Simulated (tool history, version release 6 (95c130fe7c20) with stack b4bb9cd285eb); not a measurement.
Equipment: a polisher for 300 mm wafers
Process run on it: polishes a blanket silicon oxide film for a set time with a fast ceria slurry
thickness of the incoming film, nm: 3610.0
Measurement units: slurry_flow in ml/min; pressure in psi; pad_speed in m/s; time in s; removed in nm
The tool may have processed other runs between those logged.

Run 1, day 0: slurry_flow 140 ml/min, pressure 2 psi, pad_speed 0.9 m/s, time 48 s. Result: removed 381.42 nm.
Run 2, day 0.117: slurry_flow 135 ml/min, pressure 1.7 psi, pad_speed 0.82 m/s, time 48 s. Result: removed 302.02 nm.
Run 3, day 0.4: slurry_flow 135 ml/min, pressure 1.7 psi, pad_speed 0.94 m/s, time 48 s. Result: removed 350.04 nm.
Run 4, day 0.6: slurry_flow 100 ml/min, pressure 1.7 psi, pad_speed 0.94 m/s, time 48 s. Result: removed 321.64 nm.
Run 5, day 0.692: slurry_flow 95 ml/min, pressure 1.5 psi, pad_speed 0.84 m/s, time 48 s. Result: removed 259.79 nm.
Run 6, day 0.912: slurry_flow 95 ml/min, pressure 1 psi, pad_speed 0.84 m/s, time 48 s. Result: removed 190.85 nm.
Run 7, day 1.154: slurry_flow 95 ml/min, pressure 1 psi, pad_speed 0.8 m/s, time 48 s. Result: removed 185.34 nm.
Run 8, day 1.471: slurry_flow 95 ml/min, pressure 1 psi, pad_speed 0.76 m/s, time 48 s. Result: removed 175.1 nm.

For run 9, what comes out?
Run 9, day 1.817: slurry_flow 95 ml/min, pressure 1 psi, pad_speed 0.74 m/s, time 48 s. Result: removed ?.

{"run 9": {"removed": 171.43}}
